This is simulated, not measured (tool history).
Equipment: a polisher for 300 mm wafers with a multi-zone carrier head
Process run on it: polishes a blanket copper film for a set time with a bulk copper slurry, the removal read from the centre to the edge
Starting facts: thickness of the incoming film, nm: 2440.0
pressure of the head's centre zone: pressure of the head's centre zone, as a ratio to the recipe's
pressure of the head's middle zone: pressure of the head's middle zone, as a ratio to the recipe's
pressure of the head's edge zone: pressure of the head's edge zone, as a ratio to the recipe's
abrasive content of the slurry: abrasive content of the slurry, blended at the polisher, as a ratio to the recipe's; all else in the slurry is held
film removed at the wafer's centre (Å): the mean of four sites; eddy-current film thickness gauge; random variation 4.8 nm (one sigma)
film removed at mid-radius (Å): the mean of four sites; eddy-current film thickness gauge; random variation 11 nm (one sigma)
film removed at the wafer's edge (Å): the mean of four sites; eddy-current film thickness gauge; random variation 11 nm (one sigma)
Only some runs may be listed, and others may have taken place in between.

run  hour  flow of slurry (ml/min)  pressure of the head's centre zone  pressure of the head's middle zone  pressure of the head's edge zone  abrasive content of the slurry  polishing time (s)  film removed at the wafer's centre (Å)  film removed at mid-radius (Å)  film removed at the wafer's edge (Å)
  1     0                      150                                   1                                   1                                 1                               1                  69                                  8304.8                          8216.9                                  8007
  2   5.8                      150                                1.05                                   1                                 1                               1                  69                                  8619.1                          8274.7                                8377.7
  3   7.4                      150                                1.05                                1.07                                 1                               1                  69                                  8761.5                          8910.6                                8404.3
  4    10                      140                                1.01                                1.07                              1.02                               1                  69                                  8164.9                          8478.5                                8251.9
  5  15.4                      130                                0.99                                1.09                              1.02                               1                  69                                    7949                          8545.4                                8018.9
  6    19                      130                                1.07                                1.09                              1.02                               1                  69                                  8569.1                          8617.4                                8184.2

Run 7 comes next. What will it give?
  7  27.9                       95                                0.97                                1.11                              1.03                             0.9                  69                                       ?                               ?                                     ?

film removed at the wafer's centre (Å): 7116.4
film removed at mid-radius (Å): 8071.8
film removed at the wafer's edge (Å): 7738.2

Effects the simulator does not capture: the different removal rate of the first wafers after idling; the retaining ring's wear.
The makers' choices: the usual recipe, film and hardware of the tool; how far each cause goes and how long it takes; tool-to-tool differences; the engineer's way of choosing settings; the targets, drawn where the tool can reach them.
